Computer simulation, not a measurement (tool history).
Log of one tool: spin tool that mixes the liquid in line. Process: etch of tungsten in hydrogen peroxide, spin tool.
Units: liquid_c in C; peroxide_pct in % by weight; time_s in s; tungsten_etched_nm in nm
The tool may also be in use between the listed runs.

Run 1, hour 0: liquid_c 47 C, peroxide_pct 24 % by weight, time_s 15 s. Result: tungsten_etched_nm 17.761 nm.
Run 2, hour 1.1: liquid_c 42.5 C, peroxide_pct 24 % by weight, time_s 15 s. Result: tungsten_etched_nm 13.309 nm.
Run 3, hour 5.5: liquid_c 42.5 C, peroxide_pct 25.5 % by weight, time_s 15 s. Result: tungsten_etched_nm 13.748 nm.
Run 4, hour 12.5: liquid_c 42.5 C, peroxide_pct 29.5 % by weight, time_s 15 s. Result: tungsten_etched_nm 14.732 nm.
Run 5, hour 15: liquid_c 42.5 C, peroxide_pct 26.5 % by weight, time_s 15 s. Result: tungsten_etched_nm 13.989 nm.
Run 6, hour 19.2: liquid_c 45 C, peroxide_pct 26.5 % by weight, time_s 15 s. Result: tungsten_etched_nm 16.346 nm.

The next listed run, before its measurement:
Run 7, hour 26.1: liquid_c 47 C, peroxide_pct 26.5 % by weight, time_s 15 s. Result: tungsten_etched_nm ?.

Run 7 gave tungsten_etched_nm 18.64 nm.

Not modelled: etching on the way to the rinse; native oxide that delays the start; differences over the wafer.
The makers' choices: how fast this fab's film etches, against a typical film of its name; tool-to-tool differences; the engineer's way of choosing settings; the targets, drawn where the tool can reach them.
